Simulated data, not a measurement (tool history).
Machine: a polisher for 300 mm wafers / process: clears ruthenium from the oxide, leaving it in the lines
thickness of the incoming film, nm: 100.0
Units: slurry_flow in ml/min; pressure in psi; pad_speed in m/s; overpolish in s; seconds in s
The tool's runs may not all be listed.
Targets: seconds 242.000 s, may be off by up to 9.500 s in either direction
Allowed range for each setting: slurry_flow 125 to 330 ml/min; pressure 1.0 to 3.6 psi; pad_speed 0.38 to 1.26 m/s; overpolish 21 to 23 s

{"run": 1, "day": 0.0, "slurry_flow": 210, "pressure": 2.3, "pad_speed": 0.82, "overpolish": 21, "seconds": 101.88}
{"run": 2, "day": 0.212, "slurry_flow": 210, "pressure": 2.7, "pad_speed": 0.82, "overpolish": 21, "seconds": 89.537}
{"run": 3, "day": 0.483, "slurry_flow": 210, "pressure": 2.4, "pad_speed": 0.76, "overpolish": 21, "seconds": 109.03}
{"run": 4, "day": 0.829, "slurry_flow": 210, "pressure": 2.0, "pad_speed": 0.76, "overpolish": 21, "seconds": 128.21}
{"run": 5, "day": 1.204, "slurry_flow": 210, "pressure": 2.0, "pad_speed": 0.76, "overpolish": 21, "seconds": 124.75}
{"run": 6, "day": 1.412, "slurry_flow": 210, "pressure": 1.8, "pad_speed": 0.72, "overpolish": 21, "seconds": 145.02}
{"run": 7, "day": 1.596, "slurry_flow": 210, "pressure": 1.8, "pad_speed": 0.72, "overpolish": 21, "seconds": 147.83}
{"run": 8, "day": 1.879, "slurry_flow": 210, "pressure": 1.7, "pad_speed": 0.7, "overpolish": 21, "seconds": 155.05}
{"run": 9, "day": 1.958, "slurry_flow": 210, "pressure": 1.6, "pad_speed": 0.68, "overpolish": 21, "seconds": 172.97}
{"run": 10, "day": 2.162, "slurry_flow": 210, "pressure": 1.5, "pad_speed": 0.68, "overpolish": 21, "seconds": 180.74}
{"run": 11, "day": 2.329, "slurry_flow": 210, "pressure": 1.4, "pad_speed": 0.68, "overpolish": 21, "seconds": 187.89}
{"run": 12, "day": 2.362, "slurry_flow": 210, "pressure": 1.3, "pad_speed": 0.68, "overpolish": 21, "seconds": 206.61}

Which of these 4 next moves meets every target?
{"run": "A", "day": 2.396, "slurry_flow": 240, "pressure": 1.3, "pad_speed": 0.56, "overpolish": 21, "seconds": "?"}
{"run": "B", "day": 2.396, "slurry_flow": 200, "pressure": 1.0, "pad_speed": 0.64, "overpolish": 23, "seconds": "?"}
{"run": "C", "day": 2.396, "slurry_flow": 290, "pressure": 1.4, "pad_speed": 0.66, "overpolish": 21, "seconds": "?"}
{"run": "D", "day": 2.396, "slurry_flow": 155, "pressure": 1.6, "pad_speed": 0.68, "overpolish": 21, "seconds": "?"}

move=A seconds=248.330
move=B seconds=279.070
move=C seconds=194.960
move=D seconds=184.010
A: all results land within tolerance of their targets
B: takes the result that was furthest off past its target
C: lands further from the targets than the last run did
D: lands further from the targets than the last run did
Correct choice: A, which meets every target

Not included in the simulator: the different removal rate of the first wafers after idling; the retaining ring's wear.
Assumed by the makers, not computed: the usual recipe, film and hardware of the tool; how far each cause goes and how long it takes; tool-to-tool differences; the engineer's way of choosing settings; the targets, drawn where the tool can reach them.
